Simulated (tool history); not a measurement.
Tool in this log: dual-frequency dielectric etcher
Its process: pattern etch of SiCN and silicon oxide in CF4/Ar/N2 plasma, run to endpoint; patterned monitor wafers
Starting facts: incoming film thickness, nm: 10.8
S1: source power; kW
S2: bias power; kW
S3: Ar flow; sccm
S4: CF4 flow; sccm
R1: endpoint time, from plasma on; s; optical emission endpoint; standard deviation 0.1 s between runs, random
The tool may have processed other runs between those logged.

| run | hour | S1 | S2 | S3 | S4 | R1 |
|---|---|---|---|---|---|---|
| 1 | 0 | 0.52 | 0.053 | 105 | 60 | 12.215 |
| 2 | 6 | 0.47 | 0.052 | 106 | 60 | 13.541 |
| 3 | 14 | 0.44 | 0.051 | 106 | 60 | 14.558 |
| 4 | 15.8 | 0.44 | 0.06 | 106 | 60 | 13.561 |
| 5 | 23.9 | 0.44 | 0.06 | 106 | 56 | 13.961 |
|  | 30.6 | bias power generator calibrated |
| 6 | 30.6 | 0.41 | 0.06 | 106 | 56 | 14.696 |
| 7 | 37 | 0.41 | 0.06 | 106 | 56 | 14.465 |

Predict the results of run 8:
| 8 | 43.5 | 0.31 | 0.058 | 107 | 56 | ? |

For run 8 the tool returned R1 19.725 s.
